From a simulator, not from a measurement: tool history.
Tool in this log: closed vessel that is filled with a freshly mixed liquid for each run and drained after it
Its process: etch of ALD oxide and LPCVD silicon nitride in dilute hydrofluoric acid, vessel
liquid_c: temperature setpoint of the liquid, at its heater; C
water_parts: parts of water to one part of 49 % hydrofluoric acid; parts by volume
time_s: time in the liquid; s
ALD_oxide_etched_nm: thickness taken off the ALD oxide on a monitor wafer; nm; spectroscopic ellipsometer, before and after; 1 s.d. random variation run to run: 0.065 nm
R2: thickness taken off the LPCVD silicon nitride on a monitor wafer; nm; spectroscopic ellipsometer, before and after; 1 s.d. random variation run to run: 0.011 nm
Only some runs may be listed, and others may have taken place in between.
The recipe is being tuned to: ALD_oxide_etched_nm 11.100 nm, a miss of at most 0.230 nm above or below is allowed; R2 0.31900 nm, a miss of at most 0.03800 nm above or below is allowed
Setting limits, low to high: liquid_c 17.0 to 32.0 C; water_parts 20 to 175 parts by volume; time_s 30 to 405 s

{"run": 1, "hour": 0.0, "liquid_c": 24.0, "water_parts": 95, "time_s": 205, "ALD_oxide_etched_nm": 35.564, "R2": 0.8533}
{"run": 2, "hour": 4.8, "liquid_c": 23.0, "water_parts": 120, "time_s": 200, "ALD_oxide_etched_nm": 25.748, "R2": 0.63823}
{"run": 3, "hour": 9.6, "liquid_c": 26.0, "water_parts": 120, "time_s": 200, "ALD_oxide_etched_nm": 29.029, "R2": 0.80625}
{"run": 4, "hour": 18.6, "liquid_c": 26.0, "water_parts": 100, "time_s": 200, "ALD_oxide_etched_nm": 35.5, "R2": 0.95133}
{"run": 5, "hour": 22.5, "liquid_c": 26.0, "water_parts": 130, "time_s": 200, "ALD_oxide_etched_nm": 26.248, "R2": 0.73022}
{"run": 6, "hour": 24.5, "liquid_c": 24.5, "water_parts": 130, "time_s": 200, "ALD_oxide_etched_nm": 24.736, "R2": 0.66241}
{"run": 7, "hour": 31.6, "liquid_c": 23.5, "water_parts": 145, "time_s": 185, "ALD_oxide_etched_nm": 19.412, "R2": 0.52725}
{"run": 8, "hour": 39.1, "liquid_c": 22.5, "water_parts": 155, "time_s": 175, "ALD_oxide_etched_nm": 16.442, "R2": 0.4321}
{"run": 9, "hour": 45.5, "liquid_c": 22.5, "water_parts": 160, "time_s": 160, "ALD_oxide_etched_nm": 14.521, "R2": 0.36821}
{"run": 10, "hour": 54.9, "liquid_c": 22.5, "water_parts": 165, "time_s": 150, "ALD_oxide_etched_nm": 13.023, "R2": 0.32577}
{"run": 11, "hour": 63.0, "liquid_c": 22.0, "water_parts": 175, "time_s": 145, "ALD_oxide_etched_nm": 11.488, "R2": 0.30385}

Exercise: of the 4 proposed moves below, exactly one satisfies all targets within the stated allowed misses. Which move is it?
{"run": "A", "hour": 71.1, "liquid_c": 26.0, "water_parts": 170, "time_s": 115, "ALD_oxide_etched_nm": "?", "R2": "?"}
{"run": "B", "hour": 71.1, "liquid_c": 24.0, "water_parts": 175, "time_s": 135, "ALD_oxide_etched_nm": "?", "R2": "?"}
{"run": "C", "hour": 71.1, "liquid_c": 17.0, "water_parts": 175, "time_s": 170, "ALD_oxide_etched_nm": "?", "R2": "?"}
{"run": "D", "hour": 71.1, "liquid_c": 24.5, "water_parts": 160, "time_s": 120, "ALD_oxide_etched_nm": "?", "R2": "?"}

move=A ALD_oxide_etched_nm=11.110 R2=0.32106
move=B ALD_oxide_etched_nm=11.693 R2=0.32261
move=C ALD_oxide_etched_nm=11.207 R2=0.25610
move=D ALD_oxide_etched_nm=11.782 R2=0.32357
A: every result lands within tolerance
B: the biggest miss grows against the last run
C: meets the target for the result that was furthest off, but another lies outside its allowed miss
D: the biggest miss grows against the last run
The right move is A.

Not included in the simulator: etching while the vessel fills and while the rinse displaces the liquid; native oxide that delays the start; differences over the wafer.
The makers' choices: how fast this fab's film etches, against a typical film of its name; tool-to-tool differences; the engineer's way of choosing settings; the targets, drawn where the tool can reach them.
